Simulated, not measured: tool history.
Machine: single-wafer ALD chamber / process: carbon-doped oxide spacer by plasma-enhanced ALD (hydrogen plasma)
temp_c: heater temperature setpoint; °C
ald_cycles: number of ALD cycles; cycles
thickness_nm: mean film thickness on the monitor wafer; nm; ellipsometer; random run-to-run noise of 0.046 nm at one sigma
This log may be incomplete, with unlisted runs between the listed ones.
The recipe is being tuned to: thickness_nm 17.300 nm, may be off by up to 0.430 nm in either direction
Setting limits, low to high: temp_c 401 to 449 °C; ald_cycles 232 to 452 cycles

{"run": 1, "hour": 0.0, "temp_c": 425, "ald_cycles": 342, "thickness_nm": 15.031}
{"run": 2, "hour": 6.1, "temp_c": 421, "ald_cycles": 342, "thickness_nm": 15.231}
{"run": 3, "hour": 8.5, "temp_c": 420, "ald_cycles": 349, "thickness_nm": 15.572}
{"run": 4, "hour": 15.5, "temp_c": 419, "ald_cycles": 355, "thickness_nm": 15.932}
{"run": 5, "hour": 22.1, "temp_c": 418, "ald_cycles": 359, "thickness_nm": 16.186}
{"run": 6, "hour": 30.1, "temp_c": 417, "ald_cycles": 362, "thickness_nm": 16.351}
{"run": 7, "hour": 37.6, "temp_c": 416, "ald_cycles": 365, "thickness_nm": 16.475}
{"run": 8, "hour": 38.4, "temp_c": 415, "ald_cycles": 368, "thickness_nm": 16.698}

5 candidate next runs follow, results not yet known. Just one meets every target within its allowed miss. Identify it.
{"run": "A", "hour": 39.2, "temp_c": 414, "ald_cycles": 353, "thickness_nm": "?"}
{"run": "B", "hour": 39.2, "temp_c": 412, "ald_cycles": 352, "thickness_nm": "?"}
{"run": "C", "hour": 39.2, "temp_c": 432, "ald_cycles": 375, "thickness_nm": "?"}
{"run": "D", "hour": 39.2, "temp_c": 424, "ald_cycles": 393, "thickness_nm": "?"}
{"run": "E", "hour": 39.2, "temp_c": 424, "ald_cycles": 370, "thickness_nm": "?"}

move=A thickness_nm=16.068
move=B thickness_nm=16.120
move=C thickness_nm=16.142
move=D thickness_nm=17.349
move=E thickness_nm=16.334
A: further off than the last run
B: further off than the last run
C: further off than the last run
D: meets every target
E: further off than the last run
The move that meets every target is D.
